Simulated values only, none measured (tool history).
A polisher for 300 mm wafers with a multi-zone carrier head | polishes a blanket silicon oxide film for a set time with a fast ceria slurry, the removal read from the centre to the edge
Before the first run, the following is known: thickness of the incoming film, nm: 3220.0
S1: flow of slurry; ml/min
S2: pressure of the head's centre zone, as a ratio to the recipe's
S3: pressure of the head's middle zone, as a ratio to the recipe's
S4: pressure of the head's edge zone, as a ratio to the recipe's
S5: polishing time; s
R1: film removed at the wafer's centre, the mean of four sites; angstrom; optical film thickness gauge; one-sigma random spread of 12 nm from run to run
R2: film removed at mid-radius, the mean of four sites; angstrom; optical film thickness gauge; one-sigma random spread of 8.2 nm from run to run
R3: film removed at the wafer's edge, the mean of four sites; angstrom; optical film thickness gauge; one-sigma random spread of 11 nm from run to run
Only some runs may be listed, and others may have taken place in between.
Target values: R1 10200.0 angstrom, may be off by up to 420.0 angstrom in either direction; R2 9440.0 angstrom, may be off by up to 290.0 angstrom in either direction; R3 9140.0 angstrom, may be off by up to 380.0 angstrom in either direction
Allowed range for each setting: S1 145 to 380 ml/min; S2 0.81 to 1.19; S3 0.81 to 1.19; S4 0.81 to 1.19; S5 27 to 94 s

| run | hour | S1 | S2 | S3 | S4 | S5 | R1 | R2 | R3 |
|---|---|---|---|---|---|---|---|---|---|
| 1 | 0.0 | 245 | 1.00 | 1.00 | 1.00 | 60 | 10367.0 | 10615.0 | 10892.0 |
| 2 | 0.9 | 245 | 1.01 | 0.99 | 0.97 | 59 | 10502.0 | 10363.0 | 10650.0 |
| 3 | 5.2 | 210 | 1.01 | 0.99 | 0.97 | 59 | 10295.0 | 10180.0 | 10674.0 |
| 4 | 8.2 | 220 | 1.02 | 0.99 | 0.95 | 58 | 10218.0 | 10069.0 | 10053.0 |
| 5 | 14.2 | 220 | 1.02 | 0.99 | 0.95 | 68 | 11728.0 | 12117.0 | 12326.0 |
| 6 | 18.8 | 230 | 1.02 | 0.99 | 0.94 | 66 | 11914.0 | 11572.0 | 11547.0 |
| 7 | 23.7 | 230 | 1.01 | 0.98 | 0.92 | 64 | 11073.0 | 11347.0 | 11393.0 |
| 8 | 31.7 | 215 | 1.11 | 1.01 | 0.90 | 50 | 9445.8 | 9016.2 | 8570.6 |
| 9 | 32.5 | 220 | 1.12 | 1.01 | 0.91 | 50 | 9946.9 | 8843.7 | 8782.4 |
| 10 | 41.1 | 225 | 1.12 | 1.02 | 0.91 | 50 | 9661.6 | 9007.8 | 8791.0 |
| 11 | 44.0 | 230 | 1.13 | 1.02 | 0.91 | 50 | 9794.3 | 8928.0 | 8793.9 |
|  | 48.3 | edge zone pressure recalibrated |
| 12 | 48.3 | 230 | 1.13 | 1.02 | 0.91 | 50 | 9825.7 | 8916.9 | 8597.2 |

Pick the move, out of 5, that brings all results within their allowed miss; only one does.
| A | 52.6 | 170 | 1.10 | 0.99 | 0.89 | 55 | ? | ? | ? |
| B | 52.6 | 185 | 1.13 | 0.96 | 0.93 | 53 | ? | ? | ? |
| C | 52.6 | 195 | 1.04 | 0.93 | 0.96 | 57 | ? | ? | ? |
| D | 52.6 | 255 | 0.98 | 0.88 | 0.91 | 59 | ? | ? | ? |
| E | 52.6 | 245 | 1.06 | 0.91 | 0.93 | 52 | ? | ? | ? |

| move | R1 | R2 | R3 |
|---|---|---|---|
| A | 10193.0 | 9383.4 | 9150.4 |
| B | 10166.0 | 8868.7 | 9046.7 |
| C | 10101.0 | 9330.7 | 9910.3 |
| D | 10073.0 | 9420.3 | 10168.0 |
| E | 9578.1 | 8507.3 | 9028.3 |
A: every result within its allowed miss
B: lands further from the targets than the last run did
C: gets the furthest-off result to its target, but another result is out of tolerance
D: gets the furthest-off result to its target, but another result is out of tolerance
E: lands further from the targets than the last run did
Move A is the one to make.

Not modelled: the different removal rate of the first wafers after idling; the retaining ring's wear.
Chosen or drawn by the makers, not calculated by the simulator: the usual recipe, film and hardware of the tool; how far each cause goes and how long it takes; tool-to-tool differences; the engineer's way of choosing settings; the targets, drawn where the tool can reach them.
